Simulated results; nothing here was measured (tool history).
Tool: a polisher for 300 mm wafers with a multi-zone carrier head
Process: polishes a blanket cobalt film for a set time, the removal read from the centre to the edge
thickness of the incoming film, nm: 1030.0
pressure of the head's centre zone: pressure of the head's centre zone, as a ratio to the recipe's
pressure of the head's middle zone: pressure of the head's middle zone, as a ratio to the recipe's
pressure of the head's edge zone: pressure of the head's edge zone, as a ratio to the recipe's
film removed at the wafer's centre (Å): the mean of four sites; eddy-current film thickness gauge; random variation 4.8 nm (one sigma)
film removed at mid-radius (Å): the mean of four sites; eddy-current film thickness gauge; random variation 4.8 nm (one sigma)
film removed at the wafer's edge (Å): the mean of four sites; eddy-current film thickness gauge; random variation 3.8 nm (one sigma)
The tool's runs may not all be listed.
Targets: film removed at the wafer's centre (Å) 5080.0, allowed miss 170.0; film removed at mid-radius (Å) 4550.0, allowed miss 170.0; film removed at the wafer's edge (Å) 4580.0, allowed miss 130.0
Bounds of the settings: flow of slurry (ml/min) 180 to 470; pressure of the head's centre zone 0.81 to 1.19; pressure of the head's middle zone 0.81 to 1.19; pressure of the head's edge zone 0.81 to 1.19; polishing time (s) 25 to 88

run,day,flow of slurry (ml/min),pressure of the head's centre zone,pressure of the head's middle zone,pressure of the head's edge zone,polishing time (s),film removed at the wafer's centre (Å),film removed at mid-radius (Å),film removed at the wafer's edge (Å)
1,0.000,300,1.00,1.00,1.00,56,3278.5,3259.3,3365.7
2,0.062,305,1.02,1.01,1.02,58,3439.0,3389.3,3604.1
3,0.129,310,1.04,1.02,1.01,59,3554.6,3568.4,3629.8
4,0.358,310,1.11,1.02,1.01,59,3794.5,3531.1,3623.4
5,0.408,310,1.11,0.97,1.01,59,3781.4,3354.4,3587.4
6,0.588,310,1.04,0.97,1.01,59,3632.9,3410.7,3624.2
7,0.900,320,1.06,0.98,1.01,60,3761.2,3537.6,3718.9
8,1.167,335,1.08,0.98,1.01,61,3865.7,3569.5,3745.1
9,1.238,340,1.09,0.99,1.01,62,3975.7,3658.1,3801.9
10,1.458,340,1.10,1.00,1.01,63,4063.2,3744.6,3833.0

4 next moves are on the table. One of them brings every result within its allowed miss. Which?
A,1.679,305,1.16,0.94,1.01,75,?,?,?
B,1.679,330,1.16,1.00,0.98,70,?,?,?
C,1.679,360,1.07,1.13,0.92,79,?,?,?
D,1.679,405,1.14,1.01,0.99,74,?,?,?

move,film removed at the wafer's centre (Å),film removed at mid-radius (Å),film removed at the wafer's edge (Å)
A,5068.3,4276.7,4540.8
B,4774.0,4238.3,4209.6
C,5015.3,5353.7,4656.2
D,5056.1,4598.8,4528.7
A: brings the result that was furthest off to its target, and leaves another outside
B: nearer than the last run, and not there yet
C: brings the result that was furthest off to its target, and leaves another outside
D: meets every target
Move D is the one to make.
